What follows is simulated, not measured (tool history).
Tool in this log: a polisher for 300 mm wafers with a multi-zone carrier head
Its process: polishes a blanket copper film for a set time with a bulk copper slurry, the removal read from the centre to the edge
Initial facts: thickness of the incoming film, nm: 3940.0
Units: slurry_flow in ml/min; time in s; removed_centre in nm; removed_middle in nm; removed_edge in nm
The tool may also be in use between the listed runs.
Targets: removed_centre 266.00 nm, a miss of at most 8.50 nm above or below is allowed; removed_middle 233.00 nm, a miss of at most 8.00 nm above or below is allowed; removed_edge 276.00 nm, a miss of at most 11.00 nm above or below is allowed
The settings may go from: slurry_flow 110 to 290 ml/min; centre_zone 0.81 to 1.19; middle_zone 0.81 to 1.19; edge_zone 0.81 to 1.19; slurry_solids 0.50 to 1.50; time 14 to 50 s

run	hour	slurry_flow	centre_zone	middle_zone	edge_zone	slurry_solids	time	removed_centre	removed_middle	removed_edge
1	0.0	185	1.00	1.00	1.00	1.00	32	477.62	459.70	501.60
2	5.9	180	0.99	0.97	0.98	0.90	29	411.31	402.11	426.02
3	13.3	170	1.00	0.94	1.00	0.85	27	376.09	348.89	391.20
4	14.8	160	1.00	0.91	0.99	0.80	26	359.17	314.16	368.04
5	20.4	160	1.00	0.91	0.99	0.80	29	397.41	358.79	411.35
6	26.1	155	0.99	0.89	0.98	0.75	27	348.55	318.49	373.86
7	33.8	150	1.00	0.88	0.96	0.70	26	337.04	298.39	348.05
8	36.0	120	0.93	0.81	0.88	0.50	22	216.29	194.63	243.18
9	38.2	140	0.94	0.81	0.88	0.50	22	226.92	203.59	242.55
10	43.0	150	0.95	0.82	0.91	0.50	22	238.81	205.38	248.34
11	47.0	150	0.96	0.84	0.93	0.50	22	240.18	214.26	256.03
12	49.6	155	0.97	0.85	0.95	0.50	22	243.53	212.46	255.22
13	57.0	160	0.98	0.86	0.97	0.50	22	246.85	211.91	261.04

5 next moves are on the table. One of them brings every result within its allowed miss. Which?
A	64.4	210	0.95	0.89	0.86	0.55	21	?	?	?
B	64.4	180	0.98	0.86	0.99	0.65	21	?	?	?
C	64.4	165	0.87	0.90	1.00	0.60	23	?	?	?
D	64.4	160	0.96	0.84	1.07	0.60	21	?	?	?
E	64.4	155	0.94	0.82	1.06	0.50	25	?	?	?

move	removed_centre	removed_middle	removed_edge
A	247.46	230.74	252.86
B	265.05	233.40	282.77
C	246.18	254.31	298.99
D	246.66	218.06	281.35
E	265.50	235.29	308.70
A: gets the furthest-off result to its target, but another result is out of tolerance
B: hits every target within its allowed miss
C: takes the result that was furthest off past its target
D: moves toward the targets from the last run without getting all of them in spec
E: gets the furthest-off result to its target, but another result is out of tolerance
The right move is B.
